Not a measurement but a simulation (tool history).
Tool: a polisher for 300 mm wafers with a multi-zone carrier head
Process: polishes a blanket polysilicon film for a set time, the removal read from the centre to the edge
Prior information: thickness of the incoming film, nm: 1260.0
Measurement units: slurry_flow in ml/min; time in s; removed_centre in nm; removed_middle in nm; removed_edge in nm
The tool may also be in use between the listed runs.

run  hour  slurry_flow  centre_zone  middle_zone  edge_zone  time  removed_centre  removed_middle  removed_edge
  1   0.0          295         1.00         1.00       1.00    71          452.67          466.46        457.02
  2   7.5          310         1.01         1.06       1.04    75          481.11          509.39        499.80
  3  15.6          320         1.01         1.10       1.02    79          509.70          547.11        518.27
  4  19.7          320         1.01         1.10       1.02    97          626.46          678.12        637.55
  5  22.2          320         1.01         1.10       1.06    97          633.34          677.95        652.45
  6  26.3          305         0.99         1.10       1.01    96          610.66          669.16        625.18
  7  32.7          300         0.97         1.11       0.98    96          595.87          674.07        616.13

Estimate the outcome of run 8 from the log above:
  8  37.8          290         0.96         1.11       0.96    96               ?               ?             ?

For run 8 the tool returned removed_centre 589.84 nm, removed_middle 672.92 nm, removed_edge 606.34 nm.
